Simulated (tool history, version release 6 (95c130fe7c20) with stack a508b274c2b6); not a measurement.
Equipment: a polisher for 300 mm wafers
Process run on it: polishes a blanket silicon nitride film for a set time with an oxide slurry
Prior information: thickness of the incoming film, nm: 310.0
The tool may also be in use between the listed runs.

run    day  flow of slurry (ml/min)  pressure of the wafer on the pad (psi)  speed of the pad under the wafer (cm/s)  abrasive content of the slurry  polishing time (s)  film removed (angstrom)
  1  0.000                      165                                     2.7                                      100                             1.0                  27                  139.350
  2  0.062                      160                                     2.3                                       98                             1.0                  27                  117.550
  3  0.371                      160                                     2.3                                      118                             1.0                  27                  137.420
  4  0.533                      155                                     2.0                                      112                             1.0                  27                  113.130
  5  0.750                      150                                     1.8                                      110                             1.0                  27                  100.630
  6  0.996                      185                                     1.8                                      110                             1.0                  27                  103.520

Expected results for the next run?
  7  1.192                      185                                     1.7                                      108                             1.0                  27                        ?

film removed (angstrom): 98.531
